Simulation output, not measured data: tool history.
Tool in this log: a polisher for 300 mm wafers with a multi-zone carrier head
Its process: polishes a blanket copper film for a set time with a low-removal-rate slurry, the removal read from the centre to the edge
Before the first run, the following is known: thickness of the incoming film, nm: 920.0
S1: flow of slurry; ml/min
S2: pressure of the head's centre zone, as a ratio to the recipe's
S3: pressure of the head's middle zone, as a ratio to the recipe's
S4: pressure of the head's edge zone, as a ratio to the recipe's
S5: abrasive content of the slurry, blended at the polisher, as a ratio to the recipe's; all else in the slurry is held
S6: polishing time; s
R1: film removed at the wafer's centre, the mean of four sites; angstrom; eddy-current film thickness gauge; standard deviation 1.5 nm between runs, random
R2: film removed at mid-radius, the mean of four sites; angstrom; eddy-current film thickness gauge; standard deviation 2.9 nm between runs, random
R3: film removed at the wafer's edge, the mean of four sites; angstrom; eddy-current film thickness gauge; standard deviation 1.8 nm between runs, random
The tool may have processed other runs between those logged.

run,hour,S1,S2,S3,S4,S5,S6,R1,R2,R3
1,0.0,295,1.00,1.00,1.00,1.00,81,2609.2,2641.5,2573.9
2,5.4,295,1.00,1.00,1.00,0.90,81,2564.3,2547.3,2542.7
3,9.2,290,1.00,0.98,0.99,0.90,81,2581.9,2538.7,2546.5
4,16.8,290,1.00,0.96,0.98,0.85,81,2539.3,2435.6,2466.6
5,21.0,285,1.00,0.94,0.98,0.85,81,2540.9,2408.7,2479.1
6,22.4,280,1.00,0.92,0.98,0.80,81,2507.9,2373.6,2472.7
7,31.3,255,1.05,0.82,0.97,0.55,78,2363.2,1925.7,2234.6

Estimate the outcome of run 8 from the log above:
8,34.7,260,1.05,0.83,0.98,0.55,78,?,?,?

Run 8 measured R1 2360.1 angstrom, R2 1923.0 angstrom, R3 2262.6 angstrom.
